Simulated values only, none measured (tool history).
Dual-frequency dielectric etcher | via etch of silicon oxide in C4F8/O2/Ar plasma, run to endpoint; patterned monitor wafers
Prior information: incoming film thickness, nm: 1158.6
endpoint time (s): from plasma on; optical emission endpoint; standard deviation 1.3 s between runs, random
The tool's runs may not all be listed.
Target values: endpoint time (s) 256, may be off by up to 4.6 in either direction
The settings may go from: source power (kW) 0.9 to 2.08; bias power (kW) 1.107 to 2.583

| run | hour | source power (kW) | bias power (kW) | endpoint time (s) |
|---|---|---|---|---|
| 1 | 0 | 1.49 | 1.845 | 287.88 |
| 2 | 2.8 | 1.49 | 1.962 | 282.81 |
| 3 | 7.9 | 1.66 | 1.962 | 270.79 |
| 4 | 15.6 | 1.66 | 2.081 | 265.76 |
| 5 | 20.5 | 1.66 | 1.963 | 267.47 |
| 6 | 27 | 1.66 | 1.671 | 285.47 |
| 7 | 35.3 | 1.76 | 1.694 | 274.73 |
| 8 | 40.9 | 1.82 | 1.707 | 272.24 |
| 9 | 42.3 | 1.88 | 1.721 | 267.23 |
| 10 | 45.5 | 1.92 | 1.731 | 265.06 |
| 11 | 49.3 | 1.95 | 1.74 | 264.19 |
| 12 | 50 | 1.98 | 1.755 | 262.62 |

Consider the 5 candidate settings below. Which is the only one whose results all fall within their allowed miss of target?
| A | 50.7 | 1.92 | 1.645 | ? |
| B | 50.7 | 1.79 | 1.804 | ? |
| C | 50.7 | 2.05 | 1.788 | ? |
| D | 50.7 | 1.83 | 1.79 | ? |
| E | 50.7 | 1.89 | 1.779 | ? |

| move | endpoint time (s) |
|---|---|
| A | 269.96 |
| B | 270.38 |
| C | 256.73 |
| D | 268.6 |
| E | 265.63 |
A: its largest miss is bigger than the last run's
B: its largest miss is bigger than the last run's
C: each result inside its tolerance
D: its largest miss is bigger than the last run's
E: its largest miss is bigger than the last run's
Move C is the one to make.
